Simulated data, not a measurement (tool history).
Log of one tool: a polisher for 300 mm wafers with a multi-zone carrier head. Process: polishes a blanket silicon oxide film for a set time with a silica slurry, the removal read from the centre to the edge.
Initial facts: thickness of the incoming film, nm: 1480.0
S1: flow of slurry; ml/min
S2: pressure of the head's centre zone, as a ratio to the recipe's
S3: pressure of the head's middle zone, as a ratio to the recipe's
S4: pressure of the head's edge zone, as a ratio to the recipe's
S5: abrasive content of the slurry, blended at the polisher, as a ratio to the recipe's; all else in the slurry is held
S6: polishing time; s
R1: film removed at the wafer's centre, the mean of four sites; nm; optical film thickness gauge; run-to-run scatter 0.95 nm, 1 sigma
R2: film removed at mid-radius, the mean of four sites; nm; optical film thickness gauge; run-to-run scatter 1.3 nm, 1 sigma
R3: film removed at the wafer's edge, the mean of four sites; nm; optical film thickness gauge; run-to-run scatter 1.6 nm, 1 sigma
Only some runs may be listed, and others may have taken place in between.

run 1 hour=0 | S1=255 S2=1 S3=1 S4=1 S5=1 S6=32 | R1=105.01 R2=105.97 R3=104.12
run 2 hour=4.6 | S1=260 S2=1.01 S3=1 S4=1.03 S5=1.05 S6=32 | R1=108.31 R2=107.32 R3=109.5
run 3 hour=7.3 | S1=260 S2=1.01 S3=0.97 S4=1.03 S5=1.05 S6=32 | R1=109.32 R2=105.81 R3=108.4
run 4 hour=11.6 | S1=260 S2=1.01 S3=0.97 S4=1.03 S5=1.25 S6=32 | R1=116.96 R2=113.27 R3=118.49
run 5 hour=16.4 | S1=260 S2=1.01 S3=0.97 S4=1.03 S5=1.15 S6=32 | R1=114.18 R2=109.94 R3=116.23
run 6 hour=20.4 | S1=270 S2=1.02 S3=0.99 S4=1.05 S5=1.2 S6=32 | R1=117.59 R2=113.79 R3=118.43
run 7 hour=23.8 | S1=280 S2=1.02 S3=1 S4=1.07 S5=1.25 S6=32 | R1=120.87 R2=119.38 R3=122.29

Run 8 comes next. What will it give?
run 8 hour=27.6 | S1=290 S2=1.02 S3=1 S4=1.09 S5=1.25 S6=32 | R1=? R2=? R3=?

R1: 123.06 nm
R2: 118.25 nm
R3: 127.68 nm
